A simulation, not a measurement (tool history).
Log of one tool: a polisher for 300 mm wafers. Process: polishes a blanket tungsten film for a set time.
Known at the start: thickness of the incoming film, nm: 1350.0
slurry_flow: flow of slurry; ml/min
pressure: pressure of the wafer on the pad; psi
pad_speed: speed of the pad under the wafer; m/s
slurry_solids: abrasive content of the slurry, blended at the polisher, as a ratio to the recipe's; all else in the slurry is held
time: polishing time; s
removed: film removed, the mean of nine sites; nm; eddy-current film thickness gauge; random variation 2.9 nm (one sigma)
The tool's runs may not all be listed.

| run | hour | slurry_flow | pressure | pad_speed | slurry_solids | time | removed |
|---|---|---|---|---|---|---|---|
| 1 | 0.0 | 300 | 2.3 | 1.42 | 1.00 | 112 | 486.03 |
| 2 | 7.4 | 300 | 2.1 | 1.38 | 1.00 | 112 | 430.26 |
| 3 | 10.0 | 300 | 1.9 | 1.34 | 1.00 | 112 | 381.83 |
| 4 | 13.5 | 300 | 1.8 | 1.30 | 1.00 | 112 | 354.93 |
| 5 | 20.3 | 300 | 1.8 | 1.30 | 0.85 | 112 | 347.81 |
| 6 | 21.0 | 300 | 1.8 | 1.30 | 1.05 | 112 | 359.18 |
| 7 | 25.2 | 300 | 1.7 | 1.28 | 1.05 | 112 | 339.57 |
| 8 | 31.7 | 300 | 1.6 | 1.26 | 1.05 | 112 | 324.64 |

Run 9 comes next. What will it give?
| 9 | 39.8 | 300 | 1.5 | 1.22 | 1.05 | 112 | ? |

removed: 287.30 nm
